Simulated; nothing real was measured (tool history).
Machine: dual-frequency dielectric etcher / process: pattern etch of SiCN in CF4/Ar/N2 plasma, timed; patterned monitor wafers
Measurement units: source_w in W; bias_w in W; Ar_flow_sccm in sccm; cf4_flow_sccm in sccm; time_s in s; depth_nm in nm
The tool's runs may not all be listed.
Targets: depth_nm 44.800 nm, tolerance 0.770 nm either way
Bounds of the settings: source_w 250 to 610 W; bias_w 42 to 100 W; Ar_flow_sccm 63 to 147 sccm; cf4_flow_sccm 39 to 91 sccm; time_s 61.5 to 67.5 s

run,hour,source_w,bias_w,Ar_flow_sccm,cf4_flow_sccm,time_s,depth_nm
1,0.0,430,71,105,65,67.5,53.431
2,5.7,430,71,105,65,61.5,48.827
3,12.0,470,71,105,65,61.5,51.319
4,17.3,470,71,89,65,61.5,52.725
5,21.4,430,71,89,65,61.5,49.658
6,29.7,430,71,89,54,61.5,47.395
7,30.2,420,71,89,54,61.5,46.843
8,31.7,410,71,89,54,61.5,46.072

5 next moves are on the table. One of them brings every result within its allowed miss. Which?
A,33.2,330,68,96,54,66.5,?
B,33.2,340,70,79,48,65.0,?
C,33.2,390,73,89,57,63.5,?
D,33.2,360,75,84,55,63.0,?
E,33.2,410,71,82,48,63.5,?

move,depth_nm
A,42.372
B,42.698
C,47.212
D,44.829
E,47.036
A: carries the result that was furthest off beyond its target, to the other side
B: carries the result that was furthest off beyond its target, to the other side
C: moves away from the targets compared with the last run
D: all results in spec
E: moves away from the targets compared with the last run
Go with D: it meets all targets.

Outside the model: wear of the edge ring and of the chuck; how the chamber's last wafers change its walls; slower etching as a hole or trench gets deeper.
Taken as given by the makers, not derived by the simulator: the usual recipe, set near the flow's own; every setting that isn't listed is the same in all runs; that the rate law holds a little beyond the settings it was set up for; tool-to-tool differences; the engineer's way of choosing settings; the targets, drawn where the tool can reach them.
